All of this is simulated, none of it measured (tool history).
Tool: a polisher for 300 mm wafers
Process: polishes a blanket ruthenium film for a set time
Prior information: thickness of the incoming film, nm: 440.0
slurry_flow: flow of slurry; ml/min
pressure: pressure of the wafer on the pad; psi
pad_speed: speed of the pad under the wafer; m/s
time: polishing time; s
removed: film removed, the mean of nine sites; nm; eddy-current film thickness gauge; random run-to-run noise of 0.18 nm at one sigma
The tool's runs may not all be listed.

Run 1, hour 0.0: slurry_flow 235 ml/min, pressure 1.5 psi, pad_speed 1.20 m/s, time 23 s. Result: removed 25.381 nm.
Run 2, hour 6.3: slurry_flow 235 ml/min, pressure 1.3 psi, pad_speed 1.18 m/s, time 23 s. Result: removed 22.308 nm.
Run 3, hour 9.0: slurry_flow 235 ml/min, pressure 1.3 psi, pad_speed 1.00 m/s, time 23 s. Result: removed 19.287 nm.
Run 4, hour 10.7: slurry_flow 180 ml/min, pressure 1.3 psi, pad_speed 1.00 m/s, time 23 s. Result: removed 18.424 nm.
Run 5, hour 19.5: slurry_flow 180 ml/min, pressure 1.3 psi, pad_speed 1.16 m/s, time 23 s. Result: removed 21.241 nm.
Run 6, hour 26.2: slurry_flow 200 ml/min, pressure 1.3 psi, pad_speed 1.16 m/s, time 23 s. Result: removed 21.533 nm.
Run 7, hour 34.8: slurry_flow 200 ml/min, pressure 1.2 psi, pad_speed 1.16 m/s, time 23 s. Result: removed 20.721 nm.

Run 8 is up next; what results do you expect?
Run 8, hour 39.6: slurry_flow 200 ml/min, pressure 1.1 psi, pad_speed 1.14 m/s, time 23 s. Result: removed ?.

Run 8 produced removed 19.154 nm.
